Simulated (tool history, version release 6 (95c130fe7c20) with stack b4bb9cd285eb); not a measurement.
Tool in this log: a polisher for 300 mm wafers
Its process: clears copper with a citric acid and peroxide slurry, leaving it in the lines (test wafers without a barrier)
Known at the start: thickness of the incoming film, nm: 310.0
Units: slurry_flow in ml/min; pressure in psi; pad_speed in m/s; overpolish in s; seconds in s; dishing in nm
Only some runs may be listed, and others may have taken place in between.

run	hour	slurry_flow	pressure	pad_speed	slurry_solids	overpolish	seconds	dishing
1	0	125	3	1.16	1	26	120.78	46.335
2	1.6	125	3.5	1.16	1	26	111.53	50.632
3	3.3	125	3.5	1.16	1.2	26	104.52	52.982
4	9.6	125	3	1.16	1.2	26	115.12	47.837
5	16.6	100	3	1.16	1.2	26	125.11	47.571
6	18	95	2.7	1.12	1.2	30	142.66	47.749
7	20.6	90	2.5	1.1	1.2	33	154.58	46.807
8	25.1	85	2.4	1.08	1.2	36	162.56	48.085

Run 9, settings as shown, results not yet in. Your forecast:
9	32.9	80	2	1.04	1.2	45	?	?

{"run 9": {"seconds": 198.33, "dishing": 48.58}}
